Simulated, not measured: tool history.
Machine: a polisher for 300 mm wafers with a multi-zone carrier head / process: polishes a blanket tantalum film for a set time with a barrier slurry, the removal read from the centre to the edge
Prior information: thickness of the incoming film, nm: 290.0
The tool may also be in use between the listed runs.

| run | day | flow of slurry (ml/min) | pressure of the head's centre zone | pressure of the head's middle zone | pressure of the head's edge zone | abrasive content of the slurry | polishing time (s) | film removed at the wafer's centre (nm) | film removed at mid-radius (nm) | film removed at the wafer's edge (nm) |
|---|---|---|---|---|---|---|---|---|---|---|
| 1 | 0.000 | 295 | 1.00 | 1.00 | 1.00 | 1.00 | 52 | 55.842 | 56.436 | 55.224 |
| 2 | 0.312 | 295 | 0.98 | 1.00 | 0.98 | 0.95 | 51 | 52.110 | 55.496 | 53.522 |
| 3 | 0.433 | 295 | 0.98 | 1.00 | 0.97 | 0.90 | 49 | 49.614 | 51.738 | 49.747 |
| 4 | 0.650 | 295 | 0.98 | 0.95 | 0.97 | 0.90 | 49 | 49.589 | 49.308 | 49.485 |
| 5 | 0.825 | 295 | 0.98 | 0.95 | 0.97 | 1.00 | 49 | 51.522 | 51.149 | 52.288 |
| 6 | 1.000 | 295 | 0.98 | 0.90 | 0.97 | 1.00 | 49 | 51.434 | 49.061 | 50.610 |
|  | 1.362 | worn pad replaced by a new one |
| 7 | 1.362 | 295 | 0.97 | 0.91 | 0.95 | 0.95 | 48 | 52.043 | 50.583 | 52.407 |
| 8 | 1.688 | 340 | 0.98 | 1.01 | 1.05 | 1.20 | 34 | 40.364 | 42.676 | 41.700 |

Forecast run 9:
| 9 | 1.996 | 355 | 0.91 | 1.06 | 0.95 | 0.95 | 32 | ? | ? | ? |

film removed at the wafer's centre (nm): 33.791
film removed at mid-radius (nm): 39.439
film removed at the wafer's edge (nm): 35.491

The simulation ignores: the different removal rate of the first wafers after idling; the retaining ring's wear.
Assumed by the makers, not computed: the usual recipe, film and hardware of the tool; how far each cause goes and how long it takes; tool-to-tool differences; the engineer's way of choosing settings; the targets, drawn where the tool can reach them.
